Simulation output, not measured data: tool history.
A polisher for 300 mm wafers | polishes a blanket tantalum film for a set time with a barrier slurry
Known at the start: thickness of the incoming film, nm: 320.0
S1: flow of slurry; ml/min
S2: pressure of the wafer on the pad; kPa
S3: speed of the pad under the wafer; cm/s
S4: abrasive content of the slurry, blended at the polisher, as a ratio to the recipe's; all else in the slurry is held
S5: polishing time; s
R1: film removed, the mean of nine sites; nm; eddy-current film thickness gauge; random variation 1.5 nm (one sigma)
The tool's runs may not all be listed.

run,day,S1,S2,S3,S4,S5,R1
1,0.000,220,13.1,92,1.00,110,170.72
2,0.321,175,13.1,92,1.00,110,165.15
3,0.546,195,14.5,92,1.00,110,184.67
4,0.892,195,14.5,92,1.00,115,194.45
5,1.250,195,14.5,92,1.15,115,200.70
6,1.333,195,14.5,78,1.15,115,169.96
7,1.504,210,15.9,78,1.15,115,188.98
8,1.546,225,16.5,78,1.15,115,197.27
# day 1.600: slurry blender recalibrated
9,1.600,230,17.2,78,1.15,115,222.90

Run 10 comes next. What will it give?
10,1.854,290,17.2,78,1.15,115,?

Run 10 gave R1 224.21 nm.

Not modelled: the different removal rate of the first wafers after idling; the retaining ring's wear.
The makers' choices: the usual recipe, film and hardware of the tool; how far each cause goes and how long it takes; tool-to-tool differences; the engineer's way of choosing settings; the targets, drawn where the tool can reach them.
